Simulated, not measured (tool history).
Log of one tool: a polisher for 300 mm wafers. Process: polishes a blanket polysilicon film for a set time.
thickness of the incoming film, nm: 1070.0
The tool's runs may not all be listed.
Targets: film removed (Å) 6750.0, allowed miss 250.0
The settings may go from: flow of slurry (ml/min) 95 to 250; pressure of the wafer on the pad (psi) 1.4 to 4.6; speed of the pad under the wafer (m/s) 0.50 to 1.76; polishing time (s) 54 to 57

run	hour	flow of slurry (ml/min)	pressure of the wafer on the pad (psi)	speed of the pad under the wafer (m/s)	polishing time (s)	film removed (Å)
1	0.0	160	3.0	1.12	54	5707.9
2	7.0	160	3.3	1.12	54	6233.8
3	13.6	125	3.3	1.12	54	5977.6
4	21.5	130	3.4	1.12	54	6125.6
5	24.5	135	3.5	1.12	54	6404.4
6	31.0	115	3.5	1.12	54	6278.2
7	36.6	120	3.5	1.12	54	6158.4
8	44.9	125	3.5	1.12	54	6215.2
9	50.0	130	3.5	1.12	54	6209.1

Which of these 5 next moves meets every target?
A	55.1	115	4.1	0.98	57	?
B	55.1	110	3.0	1.24	54	?
C	55.1	120	3.3	1.18	54	?
D	55.1	145	3.7	1.02	54	?
E	55.1	140	3.7	0.96	54	?

move	film removed (Å)
A	6686.2
B	5800.3
C	6202.8
D	6280.3
E	5880.8
A: meets every target
B: further off than the last run
C: as far off as the last run
D: nearer than the last run, and not there yet
E: further off than the last run
Answer: A
